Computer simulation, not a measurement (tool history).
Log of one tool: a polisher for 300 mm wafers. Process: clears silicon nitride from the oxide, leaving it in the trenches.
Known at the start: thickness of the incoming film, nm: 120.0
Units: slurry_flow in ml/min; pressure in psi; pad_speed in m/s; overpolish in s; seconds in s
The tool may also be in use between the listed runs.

run 1 day=0.000 | slurry_flow=300 pressure=2.9 pad_speed=0.90 overpolish=29 | seconds=154.83
run 2 day=0.258 | slurry_flow=300 pressure=3.1 pad_speed=0.92 overpolish=29 | seconds=143.14
run 3 day=0.629 | slurry_flow=300 pressure=3.3 pad_speed=0.94 overpolish=29 | seconds=133.04
run 4 day=0.754 | slurry_flow=300 pressure=3.3 pad_speed=0.94 overpolish=31 | seconds=131.93
run 5 day=0.792 | slurry_flow=300 pressure=3.3 pad_speed=0.94 overpolish=29 | seconds=129.42
run 6 day=1.104 | slurry_flow=300 pressure=2.6 pad_speed=0.94 overpolish=29 | seconds=166.29
run 7 day=1.421 | slurry_flow=300 pressure=2.8 pad_speed=0.96 overpolish=29 | seconds=148.98
run 8 day=1.504 | slurry_flow=300 pressure=3.0 pad_speed=0.98 overpolish=29 | seconds=138.17
run 9 day=1.533 | slurry_flow=300 pressure=3.2 pad_speed=0.98 overpolish=29 | seconds=130.04

The next listed run, before its measurement:
run 10 day=1.575 | slurry_flow=300 pressure=3.4 pad_speed=1.00 overpolish=29 | seconds=?

{"run 10": {"seconds": 121.29}}
